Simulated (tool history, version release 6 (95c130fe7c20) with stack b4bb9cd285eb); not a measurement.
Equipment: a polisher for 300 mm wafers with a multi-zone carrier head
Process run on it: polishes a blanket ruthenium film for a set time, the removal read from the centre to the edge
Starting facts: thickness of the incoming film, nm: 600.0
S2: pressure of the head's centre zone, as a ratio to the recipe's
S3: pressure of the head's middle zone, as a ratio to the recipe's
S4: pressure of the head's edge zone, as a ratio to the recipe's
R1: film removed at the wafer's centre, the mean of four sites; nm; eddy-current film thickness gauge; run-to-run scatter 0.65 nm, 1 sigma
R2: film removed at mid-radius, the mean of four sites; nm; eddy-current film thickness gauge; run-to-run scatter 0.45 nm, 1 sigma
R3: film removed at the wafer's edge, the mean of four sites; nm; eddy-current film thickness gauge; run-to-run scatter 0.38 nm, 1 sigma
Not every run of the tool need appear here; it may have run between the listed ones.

run 1 day=0 | flow_of_slurry_(ml/min)=305 S2=1 S3=1 S4=1 polishing_time_(s)=83 | R1=93.907 R2=100.68 R3=97.692
run 2 day=0.025 | flow_of_slurry_(ml/min)=275 S2=1 S3=1 S4=1 polishing_time_(s)=83 | R1=92.123 R2=100.89 R3=98.175
run 3 day=0.4 | flow_of_slurry_(ml/min)=300 S2=1.02 S3=0.97 S4=0.96 polishing_time_(s)=74 | R1=84.034 R2=88.415 R3=85.051
run 4 day=0.646 | flow_of_slurry_(ml/min)=300 S2=1.02 S3=0.97 S4=1.02 polishing_time_(s)=74 | R1=84.745 R2=88.129 R3=87.828
run 5 day=0.95 | flow_of_slurry_(ml/min)=300 S2=1.02 S3=0.97 S4=1.02 polishing_time_(s)=54 | R1=61.678 R2=64.195 R3=63.707
-- day=0.983 centre zone pressure recalibrated
run 6 day=0.983 | flow_of_slurry_(ml/min)=300 S2=1.07 S3=0.97 S4=1.02 polishing_time_(s)=54 | R1=69.481 R2=63.148 R3=63.602

Run 7, settings as shown, results not yet in. Your forecast:
run 7 day=1.325 | flow_of_slurry_(ml/min)=300 S2=1.07 S3=0.97 S4=1.01 polishing_time_(s)=54 | R1=? R2=? R3=?

{"run 7": {"R1": 69.434, "R2": 64.106, "R3": 63.752}}
